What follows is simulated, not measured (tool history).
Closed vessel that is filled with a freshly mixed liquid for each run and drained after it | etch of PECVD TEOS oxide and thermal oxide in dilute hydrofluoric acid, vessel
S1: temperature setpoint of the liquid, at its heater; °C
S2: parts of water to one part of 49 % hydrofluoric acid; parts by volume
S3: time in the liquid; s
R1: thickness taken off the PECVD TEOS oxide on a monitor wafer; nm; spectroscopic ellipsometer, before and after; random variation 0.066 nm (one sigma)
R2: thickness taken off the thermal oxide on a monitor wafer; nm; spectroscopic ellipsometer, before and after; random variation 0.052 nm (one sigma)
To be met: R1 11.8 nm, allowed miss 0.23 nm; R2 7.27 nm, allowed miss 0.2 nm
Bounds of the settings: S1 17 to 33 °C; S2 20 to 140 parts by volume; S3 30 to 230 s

run,hour,S1,S2,S3,R1,R2
1,0,25,75,120,13.798,8.4482
2,1.3,24,75,120,13.426,8.2704
3,7.8,23,75,120,12.792,7.8842
4,12.9,23,75,140,15.118,9.1868
5,20.1,21,75,140,13.826,8.4835
6,22.6,20,75,140,13.196,8.0479
7,26.4,19.5,75,140,12.862,7.9579
8,28.8,19,75,140,12.789,7.7682
9,32.1,18.5,75,140,12.438,7.6521
10,36.2,18,75,140,12.076,7.4573

Which of these 5 next moves meets every target?
A,40.3,21.5,115,180,?,?
B,40.3,18,75,135,?,?
C,40.3,18,65,110,?,?
D,40.3,18.5,80,135,?,?
E,40.3,20.5,100,175,?,?

move,R1,R2
A,11.164,6.9076
B,11.666,7.2182
C,11.1,6.8678
D,11.104,6.8703
E,12.21,7.5545
A: takes the result that was furthest off past its target
B: meets every target
C: takes the result that was furthest off past its target
D: takes the result that was furthest off past its target
E: further off than the last run
Answer: B
